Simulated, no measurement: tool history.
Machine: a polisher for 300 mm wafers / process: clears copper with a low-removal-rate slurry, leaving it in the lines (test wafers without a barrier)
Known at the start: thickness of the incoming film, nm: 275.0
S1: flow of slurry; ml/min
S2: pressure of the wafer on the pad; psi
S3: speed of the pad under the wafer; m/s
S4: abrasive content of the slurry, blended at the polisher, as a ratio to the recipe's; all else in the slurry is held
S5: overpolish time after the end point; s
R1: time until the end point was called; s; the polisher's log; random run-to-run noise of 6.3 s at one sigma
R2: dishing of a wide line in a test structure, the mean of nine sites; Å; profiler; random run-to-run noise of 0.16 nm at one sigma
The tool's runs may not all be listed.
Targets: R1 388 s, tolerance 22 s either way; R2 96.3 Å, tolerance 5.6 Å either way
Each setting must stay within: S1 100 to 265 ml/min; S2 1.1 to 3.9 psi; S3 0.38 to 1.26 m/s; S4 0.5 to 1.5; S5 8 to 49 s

run	day	S1	S2	S3	S4	S5	R1	R2
1	0	170	2.5	0.82	1	25	134.79	321.3
2	0.142	170	1.9	0.82	1	25	167.65	266.21
3	0.371	170	1.9	0.82	1	36	166.37	363.54
4	0.438	165	1.8	0.74	0.95	32	198.6	297
5	0.646	165	1.8	0.6	0.95	32	249.8	240.69
6	0.958	170	1.7	0.56	0.95	28	263.76	201.6
7	1.029	175	1.6	0.52	0.95	25	292.97	158.75
8	1.2	175	1.6	0.52	0.95	25	296.88	160.22

Which of these 5 next moves meets every target?
A	1.371	165	1.6	0.44	1	17	?	?
B	1.371	120	2.2	0.56	1	42	?	?
C	1.371	230	1.4	0.4	1.1	19	?	?
D	1.371	185	1.8	0.66	1.05	39	?	?
E	1.371	165	1.3	0.52	1.3	14	?	?

move	R1	R2
A	357.32	94.083
B	240.65	312.26
C	398.46	94.114
D	216.31	318.12
E	328.52	84.441
A: puts the biggest miss on target and leaves a different result outside tolerance
B: misses by more than the last run did
C: hits every target within its allowed miss
D: misses by more than the last run did
E: the result that was furthest off in the last run now lies on the other side of its target
So the answer is move C, the one that meets all the targets.
